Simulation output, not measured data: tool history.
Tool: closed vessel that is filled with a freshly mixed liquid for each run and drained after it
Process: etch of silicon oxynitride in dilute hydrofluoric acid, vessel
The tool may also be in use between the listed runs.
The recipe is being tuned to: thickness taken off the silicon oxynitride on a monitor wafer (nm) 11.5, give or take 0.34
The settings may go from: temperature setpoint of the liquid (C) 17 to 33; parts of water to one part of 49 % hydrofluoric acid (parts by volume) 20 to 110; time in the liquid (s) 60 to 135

run,hour,temperature setpoint of the liquid (C),parts of water to one part of 49 % hydrofluoric acid (parts by volume),time in the liquid (s),thickness taken off the silicon oxynitride on a monitor wafer (nm)
1,0,25,60,135,5.7265
2,8.1,26.5,60,135,6.1066
3,13.4,26.5,45,135,8.2661
4,15.2,26.5,55,135,6.6892
5,22.1,28.5,50,135,8.1212
# hour 26.1: thermometer replaced
6,26.1,28.5,50,60,3.7978
7,35,25,45,60,3.6025
8,40.5,27.5,40,85,6.5138
9,47.3,29,35,85,8.0236
10,56.6,30,35,85,8.4892
11,59.4,31,35,85,8.7894
12,61.9,33,20,85,17.131

Which of these 4 next moves meets every target?
A,64.4,32,40,115,?
B,64.4,33,45,125,?
C,64.4,33,45,120,?
D,64.4,32,20,60,?

move,thickness taken off the silicon oxynitride on a monitor wafer (nm)
A,10.787
B,10.852
C,10.418
D,11.465
A: the result that was furthest off in the last run now lies on the other side of its target
B: the result that was furthest off in the last run now lies on the other side of its target
C: the result that was furthest off in the last run now lies on the other side of its target
D: all results in spec
D is the move that brings every result within its allowed miss.
